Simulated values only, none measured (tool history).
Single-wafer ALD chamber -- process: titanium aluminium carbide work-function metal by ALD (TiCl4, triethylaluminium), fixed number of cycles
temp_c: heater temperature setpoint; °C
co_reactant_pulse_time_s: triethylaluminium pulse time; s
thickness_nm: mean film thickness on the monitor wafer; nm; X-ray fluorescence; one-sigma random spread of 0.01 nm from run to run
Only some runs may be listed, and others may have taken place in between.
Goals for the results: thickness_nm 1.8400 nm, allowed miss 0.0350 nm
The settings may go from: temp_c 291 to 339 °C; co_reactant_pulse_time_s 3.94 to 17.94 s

| run | day | temp_c | co_reactant_pulse_time_s | thickness_nm |
|---|---|---|---|---|
| 1 | 0.000 | 315 | 10.94 | 2.0308 |
| 2 | 0.242 | 305 | 10.94 | 1.9428 |
| 3 | 0.279 | 304 | 10.78 | 1.9332 |
| 4 | 0.612 | 304 | 8.66 | 1.8859 |
| 5 | 0.925 | 304 | 9.94 | 1.9182 |
| 6 | 1.283 | 303 | 9.81 | 1.8904 |
| 7 | 1.479 | 302 | 9.75 | 1.8786 |
| 8 | 1.792 | 302 | 9.75 | 1.9047 |
| 9 | 2.012 | 301 | 9.61 | 1.8872 |

Below are 4 possible settings for the next run. Only one of them brings all results inside the allowed miss of their targets. Which is it?
| A | 2.233 | 305 | 11.45 | ? |
| B | 2.233 | 310 | 10.08 | ? |
| C | 2.233 | 306 | 10.50 | ? |
| D | 2.233 | 295 | 9.84 | ? |

| move | thickness_nm |
|---|---|
| A | 1.9573 |
| B | 1.9809 |
| C | 1.9516 |
| D | 1.8342 |
A: further off than the last run
B: further off than the last run
C: further off than the last run
D: all results in spec
Correct choice: D, which meets every target
